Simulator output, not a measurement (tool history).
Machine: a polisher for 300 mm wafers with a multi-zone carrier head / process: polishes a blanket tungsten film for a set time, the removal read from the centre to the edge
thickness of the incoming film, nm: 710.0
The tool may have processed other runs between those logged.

| run | day | flow of slurry (ml/min) | pressure of the head's centre zone | pressure of the head's middle zone | pressure of the head's edge zone | abrasive content of the slurry | polishing time (s) | film removed at the wafer's centre (angstrom) | film removed at mid-radius (angstrom) | film removed at the wafer's edge (angstrom) |
|---|---|---|---|---|---|---|---|---|---|---|
| 1 | 0.000 | 145 | 1.00 | 1.00 | 1.00 | 1.00 | 53 | 2649.4 | 2564.3 | 2552.1 |
| 2 | 0.292 | 145 | 1.00 | 0.94 | 1.00 | 1.00 | 53 | 2606.6 | 2369.6 | 2513.3 |
| 3 | 0.496 | 140 | 0.99 | 0.94 | 0.98 | 1.00 | 53 | 2568.7 | 2394.3 | 2526.8 |
| 4 | 0.867 | 115 | 0.99 | 0.94 | 0.98 | 1.00 | 53 | 2490.2 | 2208.3 | 2445.8 |
| 5 | 1.217 | 115 | 0.99 | 0.94 | 0.98 | 1.00 | 66 | 2964.7 | 2825.0 | 3029.9 |
| 6 | 1.338 | 115 | 0.99 | 0.94 | 0.98 | 1.15 | 66 | 3185.6 | 2970.4 | 3158.8 |

Estimate the outcome of run 7 from the log above:
| 7 | 1.658 | 115 | 0.99 | 0.94 | 0.98 | 1.15 | 66 | ? | ? | ? |

Logged for run 7: film removed at the wafer's centre (angstrom) 3155.3, film removed at mid-radius (angstrom) 2945.2, film removed at the wafer's edge (angstrom) 3141.8.

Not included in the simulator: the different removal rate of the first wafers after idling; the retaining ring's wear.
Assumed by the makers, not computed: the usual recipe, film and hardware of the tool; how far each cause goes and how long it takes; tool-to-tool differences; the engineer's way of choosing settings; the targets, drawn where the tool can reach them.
